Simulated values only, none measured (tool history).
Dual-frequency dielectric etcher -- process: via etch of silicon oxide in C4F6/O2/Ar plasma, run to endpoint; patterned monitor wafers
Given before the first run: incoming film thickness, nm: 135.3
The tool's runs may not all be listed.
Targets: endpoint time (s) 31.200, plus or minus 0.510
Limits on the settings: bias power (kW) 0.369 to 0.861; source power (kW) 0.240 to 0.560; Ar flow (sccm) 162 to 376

| run | hour | bias power (kW) | source power (kW) | Ar flow (sccm) | endpoint time (s) |
|---|---|---|---|---|---|
| 1 | 0.0 | 0.615 | 0.400 | 269 | 27.574 |
| 2 | 7.1 | 0.615 | 0.460 | 269 | 26.119 |
| 3 | 15.7 | 0.701 | 0.460 | 269 | 25.203 |
| 4 | 20.4 | 0.701 | 0.460 | 236 | 24.930 |
| 5 | 28.2 | 0.632 | 0.430 | 239 | 26.199 |
| 6 | 30.3 | 0.632 | 0.430 | 260 | 26.563 |
| 7 | 37.0 | 0.580 | 0.410 | 263 | 27.559 |
| 8 | 45.1 | 0.540 | 0.390 | 266 | 28.841 |
| 9 | 54.0 | 0.508 | 0.390 | 266 | 29.285 |
| 10 | 58.9 | 0.508 | 0.390 | 266 | 29.534 |
| 11 | 67.4 | 0.488 | 0.390 | 266 | 29.776 |

4 candidate next runs follow, results not yet known. Just one meets every target within its allowed miss. Identify it.
| A | 75.9 | 0.569 | 0.420 | 269 | ? |
| B | 75.9 | 0.516 | 0.330 | 297 | ? |
| C | 75.9 | 0.475 | 0.440 | 267 | ? |
| D | 75.9 | 0.689 | 0.330 | 192 | ? |

| move | endpoint time (s) |
|---|---|
| A | 27.512 |
| B | 30.954 |
| C | 28.466 |
| D | 27.307 |
A: its largest miss is bigger than the last run's
B: hits every target within its allowed miss
C: its largest miss is bigger than the last run's
D: its largest miss is bigger than the last run's
Correct choice: B, which meets every target
